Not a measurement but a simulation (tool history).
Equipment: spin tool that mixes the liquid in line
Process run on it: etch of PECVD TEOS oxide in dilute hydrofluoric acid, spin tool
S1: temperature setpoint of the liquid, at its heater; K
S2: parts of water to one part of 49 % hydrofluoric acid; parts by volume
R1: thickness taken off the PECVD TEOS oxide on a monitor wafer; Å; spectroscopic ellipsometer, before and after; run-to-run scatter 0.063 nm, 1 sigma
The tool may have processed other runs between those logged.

Run 1, hour 0: S1 297.15 K, S2 275 parts by volume, time under the liquid (s) 280. Result: R1 133.89 Å.
Run 2, hour 0.9: S1 296.15 K, S2 280 parts by volume, time under the liquid (s) 280. Result: R1 125.98 Å.
Run 3, hour 3.3: S1 296.15 K, S2 185 parts by volume, time under the liquid (s) 280. Result: R1 210.4 Å.
Run 4, hour 5.3: S1 296.15 K, S2 185 parts by volume, time under the liquid (s) 280. Result: R1 211.22 Å.
Run 5, hour 13.2: S1 296.15 K, S2 185 parts by volume, time under the liquid (s) 280. Result: R1 210.63 Å.
Run 6, hour 20.9: S1 295.15 K, S2 210 parts by volume, time under the liquid (s) 280. Result: R1 174.4 Å.
Run 7, hour 26.9: S1 294.15 K, S2 225 parts by volume, time under the liquid (s) 280. Result: R1 152.57 Å.
Run 8, hour 27.8: S1 293.65 K, S2 235 parts by volume, time under the liquid (s) 280. Result: R1 143.68 Å.
Run 9, hour 32.6: S1 293.15 K, S2 245 parts by volume, time under the liquid (s) 280. Result: R1 131.48 Å.
Run 10, hour 35.3: S1 292.65 K, S2 255 parts by volume, time under the liquid (s) 280. Result: R1 124.93 Å.
Run 11, hour 43.5: S1 292.15 K, S2 265 parts by volume, time under the liquid (s) 280. Result: R1 116.96 Å.
Run 12, hour 51: S1 291.65 K, S2 270 parts by volume, time under the liquid (s) 280. Result: R1 112.76 Å.
Run 13, hour 55.9: S1 291.15 K, S2 275 parts by volume, time under the liquid (s) 280. Result: R1 108.44 Å.

Forecast run 14:
Run 14, hour 61.4: S1 291.15 K, S2 280 parts by volume, time under the liquid (s) 280. Result: R1 ?.

R1: 103.46 Å

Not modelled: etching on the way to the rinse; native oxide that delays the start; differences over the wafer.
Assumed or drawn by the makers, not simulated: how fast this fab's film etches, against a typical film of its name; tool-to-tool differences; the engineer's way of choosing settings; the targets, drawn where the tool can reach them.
